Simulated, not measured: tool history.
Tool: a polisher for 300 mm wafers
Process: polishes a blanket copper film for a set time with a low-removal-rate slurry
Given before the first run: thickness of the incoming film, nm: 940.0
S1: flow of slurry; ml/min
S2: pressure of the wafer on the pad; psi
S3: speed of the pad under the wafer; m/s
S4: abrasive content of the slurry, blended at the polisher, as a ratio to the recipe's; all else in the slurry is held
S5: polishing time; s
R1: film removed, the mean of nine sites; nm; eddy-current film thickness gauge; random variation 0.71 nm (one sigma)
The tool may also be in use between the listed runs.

run,hour,S1,S2,S3,S4,S5,R1
1,0,180,3.5,1.02,1,45,164.65
2,2.5,180,3.3,0.98,1,45,145.45
3,5.5,180,3.1,0.96,1,45,136.68
4,14.1,205,3.1,0.96,1,45,138.57
5,22.3,205,2.8,0.96,1,45,127.71
6,24,205,2.8,1.12,1,45,145.86
# hour 27.5: head pressure recalibrated
7,27.5,205,2.7,1.08,1,45,125.22
8,29.1,200,2.6,1.06,1,45,117.63
9,34.5,175,1.6,0.82,1,45,57.103
10,42.5,185,1.6,0.82,1,45,58.462
11,44.2,195,1.6,0.82,1,45,58.697
12,49.8,200,1.6,0.82,1,45,58.352
13,50.8,210,1.8,0.82,1,45,65.755

Run 14 comes next. What will it give?
14,52.4,220,1.8,0.82,1,45,?

R1: 66.729 nm
